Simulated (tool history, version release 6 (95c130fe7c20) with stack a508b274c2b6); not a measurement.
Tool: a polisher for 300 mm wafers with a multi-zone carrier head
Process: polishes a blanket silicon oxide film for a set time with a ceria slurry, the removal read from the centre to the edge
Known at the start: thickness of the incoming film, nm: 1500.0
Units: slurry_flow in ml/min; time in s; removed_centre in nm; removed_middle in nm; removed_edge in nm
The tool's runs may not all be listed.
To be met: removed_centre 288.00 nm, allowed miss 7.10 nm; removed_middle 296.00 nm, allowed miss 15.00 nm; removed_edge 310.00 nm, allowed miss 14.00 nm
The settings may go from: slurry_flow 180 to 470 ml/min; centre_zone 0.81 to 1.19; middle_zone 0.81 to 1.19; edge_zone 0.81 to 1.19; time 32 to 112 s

{"run": 1, "day": 0.0, "slurry_flow": 300, "centre_zone": 1.0, "middle_zone": 1.0, "edge_zone": 1.0, "time": 72, "removed_centre": 409.66, "removed_middle": 414.34, "removed_edge": 438.18}
{"run": 2, "day": 0.058, "slurry_flow": 370, "centre_zone": 1.0, "middle_zone": 1.0, "edge_zone": 1.0, "time": 72, "removed_centre": 420.81, "removed_middle": 428.59, "removed_edge": 434.12}
{"run": 3, "day": 0.346, "slurry_flow": 380, "centre_zone": 0.98, "middle_zone": 0.98, "edge_zone": 0.98, "time": 68, "removed_centre": 388.26, "removed_middle": 395.52, "removed_edge": 410.2}
{"run": 4, "day": 0.604, "slurry_flow": 390, "centre_zone": 0.97, "middle_zone": 0.97, "edge_zone": 0.96, "time": 65, "removed_centre": 371.84, "removed_middle": 365.53, "removed_edge": 388.29}
{"run": 5, "day": 0.683, "slurry_flow": 390, "centre_zone": 0.97, "middle_zone": 1.03, "edge_zone": 0.96, "time": 65, "removed_centre": 367.99, "removed_middle": 397.23, "removed_edge": 399.1}
{"run": 6, "day": 0.925, "slurry_flow": 400, "centre_zone": 0.96, "middle_zone": 1.02, "edge_zone": 0.94, "time": 62, "removed_centre": 352.42, "removed_middle": 371.36, "removed_edge": 382.22}
{"run": 7, "day": 1.146, "slurry_flow": 345, "centre_zone": 0.9, "middle_zone": 0.98, "edge_zone": 0.84, "time": 49, "removed_centre": 256.41, "removed_middle": 278.78, "removed_edge": 274.58}
{"run": 8, "day": 1.329, "slurry_flow": 360, "centre_zone": 0.91, "middle_zone": 0.98, "edge_zone": 0.86, "time": 49, "removed_centre": 259.97, "removed_middle": 289.15, "removed_edge": 277.28}
{"run": 9, "day": 1.354, "slurry_flow": 370, "centre_zone": 0.92, "middle_zone": 0.97, "edge_zone": 0.89, "time": 49, "removed_centre": 266.6, "removed_middle": 284.57, "removed_edge": 289.23}
{"run": 10, "day": 1.558, "slurry_flow": 380, "centre_zone": 0.93, "middle_zone": 0.97, "edge_zone": 0.9, "time": 49, "removed_centre": 266.27, "removed_middle": 277.85, "removed_edge": 286.79}
{"run": 11, "day": 1.85, "slurry_flow": 385, "centre_zone": 0.94, "middle_zone": 0.98, "edge_zone": 0.91, "time": 49, "removed_centre": 273.86, "removed_middle": 289.42, "removed_edge": 287.34}

4 next moves are on the table. One of them brings every result within its allowed miss. Which?
{"run": "A", "day": 2.142, "slurry_flow": 390, "centre_zone": 1.02, "middle_zone": 1.03, "edge_zone": 0.83, "time": 48, "removed_centre": "?", "removed_middle": "?", "removed_edge": "?"}
{"run": "B", "day": 2.142, "slurry_flow": 380, "centre_zone": 0.87, "middle_zone": 0.9, "edge_zone": 0.95, "time": 52, "removed_centre": "?", "removed_middle": "?", "removed_edge": "?"}
{"run": "C", "day": 2.142, "slurry_flow": 295, "centre_zone": 0.85, "middle_zone": 1.03, "edge_zone": 1.09, "time": 53, "removed_centre": "?", "removed_middle": "?", "removed_edge": "?"}
{"run": "D", "day": 2.142, "slurry_flow": 400, "centre_zone": 0.94, "middle_zone": 0.94, "edge_zone": 0.94, "time": 52, "removed_centre": "?", "removed_middle": "?", "removed_edge": "?"}

move=A removed_centre=283.44 removed_middle=289.22 removed_edge=271.19
move=B removed_centre=266.01 removed_middle=279.35 removed_edge=312.05
move=C removed_centre=259.02 removed_middle=311.29 removed_edge=332.86
move=D removed_centre=286.05 removed_middle=290.74 removed_edge=311.34
A: brings the result that was furthest off to its target, and leaves another outside
B: further off than the last run
C: further off than the last run
D: meets every target
Move D is the one to make.
